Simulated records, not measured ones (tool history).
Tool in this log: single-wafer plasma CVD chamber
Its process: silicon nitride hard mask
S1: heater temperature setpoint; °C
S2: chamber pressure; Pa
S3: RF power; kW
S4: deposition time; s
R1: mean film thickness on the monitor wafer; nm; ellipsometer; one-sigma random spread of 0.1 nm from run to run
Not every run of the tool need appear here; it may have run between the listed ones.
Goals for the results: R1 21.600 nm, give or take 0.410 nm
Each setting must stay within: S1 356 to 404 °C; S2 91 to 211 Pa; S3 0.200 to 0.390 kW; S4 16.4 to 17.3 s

run	hour	S1	S2	S3	S4	R1
1	0.0	380	151	0.295	17.3	18.248
2	4.9	380	168	0.305	17.3	19.502
3	13.1	380	183	0.305	17.3	20.061
4	17.1	374	183	0.305	17.3	20.216
5	19.2	381	183	0.305	17.3	20.120
6	28.1	381	183	0.305	16.4	19.126
7	32.0	381	192	0.315	16.4	19.865
8	37.1	381	197	0.320	16.4	20.184
9	41.9	381	201	0.325	16.4	20.349
10	44.7	381	204	0.335	16.5	21.067
11	48.1	381	207	0.335	16.5	20.980

Which single option among these 4 for the next run brings every result within its allowed miss of target? Just one does.
A	51.5	381	211	0.340	17.3	?
B	51.5	383	204	0.335	16.4	?
C	51.5	380	211	0.325	16.4	?
D	51.5	364	189	0.340	17.1	?

move	R1
A	22.424
B	20.846
C	20.729
D	21.559
A: takes the result that was furthest off past its target
B: lands further from the targets than the last run did
C: lands further from the targets than the last run did
D: hits every target within its allowed miss
Move D is the one to make.

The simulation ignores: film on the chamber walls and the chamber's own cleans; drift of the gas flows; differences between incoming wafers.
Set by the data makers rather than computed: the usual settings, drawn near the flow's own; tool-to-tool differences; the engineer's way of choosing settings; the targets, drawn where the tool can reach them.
